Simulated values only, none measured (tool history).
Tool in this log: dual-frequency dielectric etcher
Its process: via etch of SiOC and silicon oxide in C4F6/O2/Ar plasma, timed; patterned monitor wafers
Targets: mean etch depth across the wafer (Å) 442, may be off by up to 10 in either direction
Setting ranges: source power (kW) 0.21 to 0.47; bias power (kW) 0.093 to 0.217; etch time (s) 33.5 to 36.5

| run | hour | source power (kW) | bias power (kW) | etch time (s) | mean etch depth across the wafer (Å) |
|---|---|---|---|---|---|
| 1 | 0 | 0.34 | 0.155 | 36.5 | 395.12 |
| 2 | 2 | 0.35 | 0.156 | 36.5 | 397.21 |
| 3 | 9.5 | 0.35 | 0.166 | 36.5 | 405.57 |
| 4 | 18.4 | 0.36 | 0.167 | 36.5 | 410.26 |
| 5 | 27.1 | 0.37 | 0.168 | 36.5 | 414.78 |
| 6 | 29.6 | 0.38 | 0.169 | 36.5 | 415.19 |
| 7 | 34.5 | 0.39 | 0.171 | 36.5 | 420.54 |
| 8 | 35.3 | 0.39 | 0.173 | 36.5 | 421.29 |
| 9 | 39.4 | 0.39 | 0.175 | 36.5 | 422.84 |

Which one of the following 4 next-run settings gets every result inside its allowed miss? There is exactly one.
| A | 43.5 | 0.38 | 0.182 | 34 | ? |
| B | 43.5 | 0.41 | 0.164 | 35 | ? |
| C | 43.5 | 0.39 | 0.216 | 35.5 | ? |
| D | 43.5 | 0.41 | 0.177 | 34 | ? |

| move | mean etch depth across the wafer (Å) |
|---|---|
| A | 398.48 |
| B | 408.03 |
| C | 439.85 |
| D | 404.49 |
A: its largest miss is bigger than the last run's
B: its largest miss is bigger than the last run's
C: all results in spec
D: its largest miss is bigger than the last run's
Go with C: it meets all targets.
